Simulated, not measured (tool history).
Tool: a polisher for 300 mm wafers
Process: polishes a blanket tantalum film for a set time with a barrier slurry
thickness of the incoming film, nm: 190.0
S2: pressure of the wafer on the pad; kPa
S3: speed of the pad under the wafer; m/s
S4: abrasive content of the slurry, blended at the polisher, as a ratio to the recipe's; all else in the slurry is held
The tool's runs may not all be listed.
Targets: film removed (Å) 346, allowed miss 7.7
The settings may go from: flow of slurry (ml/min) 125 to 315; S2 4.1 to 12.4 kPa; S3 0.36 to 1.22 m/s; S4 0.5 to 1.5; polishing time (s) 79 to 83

Run 1, hour 0: flow of slurry (ml/min) 205, S2 8.3 kPa, S3 0.78 m/s, S4 1, polishing time (s) 79. Result: film removed (Å) 662.65.
Run 2, hour 3.6: flow of slurry (ml/min) 205, S2 8.3 kPa, S3 0.98 m/s, S4 1, polishing time (s) 79. Result: film removed (Å) 825.15.
Run 3, hour 8.1: flow of slurry (ml/min) 200, S2 7.6 kPa, S3 0.9 m/s, S4 1, polishing time (s) 79. Result: film removed (Å) 709.24.
Run 4, hour 8.9: flow of slurry (ml/min) 200, S2 7.6 kPa, S3 0.9 m/s, S4 1, polishing time (s) 79. Result: film removed (Å) 708.34.
Run 5, hour 12.1: flow of slurry (ml/min) 180, S2 7.6 kPa, S3 0.9 m/s, S4 1, polishing time (s) 79. Result: film removed (Å) 703.42.
Run 6, hour 17.7: flow of slurry (ml/min) 180, S2 7.6 kPa, S3 0.98 m/s, S4 1, polishing time (s) 79. Result: film removed (Å) 766.31.
Run 7, hour 22.7: flow of slurry (ml/min) 155, S2 5.5 kPa, S3 0.76 m/s, S4 0.95, polishing time (s) 79. Result: film removed (Å) 446.17.
Run 8, hour 24.9: flow of slurry (ml/min) 155, S2 5.5 kPa, S3 0.74 m/s, S4 0.95, polishing time (s) 79. Result: film removed (Å) 438.57.
Run 9, hour 30: flow of slurry (ml/min) 155, S2 5.5 kPa, S3 0.72 m/s, S4 0.95, polishing time (s) 79. Result: film removed (Å) 423.13.

5 next moves are on the table. One of them brings every result within its allowed miss. Which?
Run A, hour 35.1: flow of slurry (ml/min) 160, S2 5.5 kPa, S3 0.54 m/s, S4 1.05, polishing time (s) 79. Result: film removed (Å) ?.
Run B, hour 35.1: flow of slurry (ml/min) 215, S2 4.8 kPa, S3 0.66 m/s, S4 1.15, polishing time (s) 79. Result: film removed (Å) ?.
Run C, hour 35.1: flow of slurry (ml/min) 135, S2 5.5 kPa, S3 0.76 m/s, S4 1.05, polishing time (s) 83. Result: film removed (Å) ?.
Run D, hour 35.1: flow of slurry (ml/min) 155, S2 4.8 kPa, S3 0.6 m/s, S4 1.05, polishing time (s) 82. Result: film removed (Å) ?.
Run E, hour 35.1: flow of slurry (ml/min) 160, S2 4.8 kPa, S3 0.72 m/s, S4 0.9, polishing time (s) 79. Result: film removed (Å) ?.

move  film removed (Å)
   A            330.08
   B            383.92
   C            471.65
   D            342.06
   E            377.77
A: takes the result that was furthest off past its target
B: nearer than the last run, and not there yet
C: further off than the last run
D: meets every target
E: nearer than the last run, and not there yet
The right move is D.
